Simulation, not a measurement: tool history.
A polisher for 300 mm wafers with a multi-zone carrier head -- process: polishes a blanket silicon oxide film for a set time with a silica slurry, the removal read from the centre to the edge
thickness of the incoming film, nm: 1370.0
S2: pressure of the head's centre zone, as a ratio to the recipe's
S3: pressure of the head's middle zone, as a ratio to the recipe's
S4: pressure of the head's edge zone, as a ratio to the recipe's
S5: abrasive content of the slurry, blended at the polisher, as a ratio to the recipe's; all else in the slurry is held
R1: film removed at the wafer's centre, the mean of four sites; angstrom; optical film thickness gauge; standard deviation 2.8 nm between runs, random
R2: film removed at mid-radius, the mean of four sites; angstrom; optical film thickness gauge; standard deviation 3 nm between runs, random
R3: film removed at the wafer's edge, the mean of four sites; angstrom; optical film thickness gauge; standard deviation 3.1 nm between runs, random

run 1 hour=0 | flow_of_slurry_(ml/min)=175 S2=1 S3=1 S4=1 S5=1 polishing_time_(s)=75 | R1=2290.9 R2=2059.3 R3=2069.1
run 2 hour=1.3 | flow_of_slurry_(ml/min)=180 S2=1 S3=0.99 S4=1.05 S5=1.05 polishing_time_(s)=75 | R1=2394.3 R2=2116.5 R3=2149.4
run 3 hour=9.3 | flow_of_slurry_(ml/min)=175 S2=0.98 S3=0.96 S4=1.07 S5=1.1 polishing_time_(s)=76 | R1=2411.1 R2=2131.9 R3=2323.5
run 4 hour=14.3 | flow_of_slurry_(ml/min)=145 S2=0.98 S3=0.96 S4=1.07 S5=1.1 polishing_time_(s)=76 | R1=2369.6 R2=2111.8 R3=2251.3
-- hour=19.3 centre zone pressure recalibrated
run 5 hour=19.3 | flow_of_slurry_(ml/min)=145 S2=0.98 S3=0.96 S4=1.07 S5=1.1 polishing_time_(s)=63 | R1=1717.6 R2=1689.7 R3=1879.7
run 6 hour=23.2 | flow_of_slurry_(ml/min)=145 S2=1.05 S3=0.96 S4=1.07 S5=1.1 polishing_time_(s)=63 | R1=1868.2 R2=1716.4 R3=1821.8
run 7 hour=26.2 | flow_of_slurry_(ml/min)=145 S2=1.05 S3=0.96 S4=1.07 S5=1.1 polishing_time_(s)=63 | R1=1859.7 R2=1699.9 R3=1848.3
run 8 hour=34.6 | flow_of_slurry_(ml/min)=160 S2=1.06 S3=0.96 S4=1.1 S5=1.2 polishing_time_(s)=63 | R1=2033.7 R2=1800.9 R3=1985.3
run 9 hour=35.7 | flow_of_slurry_(ml/min)=175 S2=1.05 S3=0.97 S4=1.12 S5=1.25 polishing_time_(s)=63 | R1=2119.9 R2=1913.5 R3=2065.2
run 10 hour=44.3 | flow_of_slurry_(ml/min)=190 S2=1.04 S3=0.96 S4=1.14 S5=1.3 polishing_time_(s)=63 | R1=2189.6 R2=1958.9 R3=2159.2
run 11 hour=51.4 | flow_of_slurry_(ml/min)=200 S2=1.04 S3=0.95 S4=1.15 S5=1.35 polishing_time_(s)=63 | R1=2200.5 R2=1978 R3=2244.1
run 12 hour=55.9 | flow_of_slurry_(ml/min)=210 S2=1.05 S3=0.95 S4=1.16 S5=1.4 polishing_time_(s)=63 | R1=2218.7 R2=2021.2 R3=2327.5
run 13 hour=59.1 | flow_of_slurry_(ml/min)=215 S2=1.08 S3=0.95 S4=1.16 S5=1.4 polishing_time_(s)=63 | R1=2323.4 R2=2024.8 R3=2309.6

Run 14 has not been measured yet. What should we expect?
run 14 hour=65.5 | flow_of_slurry_(ml/min)=220 S2=1.09 S3=0.95 S4=1.17 S5=1.4 polishing_time_(s)=63 | R1=? R2=? R3=?

Run 14 yielded R1 2363.1 angstrom, R2 2022.7 angstrom, R3 2293.5 angstrom.

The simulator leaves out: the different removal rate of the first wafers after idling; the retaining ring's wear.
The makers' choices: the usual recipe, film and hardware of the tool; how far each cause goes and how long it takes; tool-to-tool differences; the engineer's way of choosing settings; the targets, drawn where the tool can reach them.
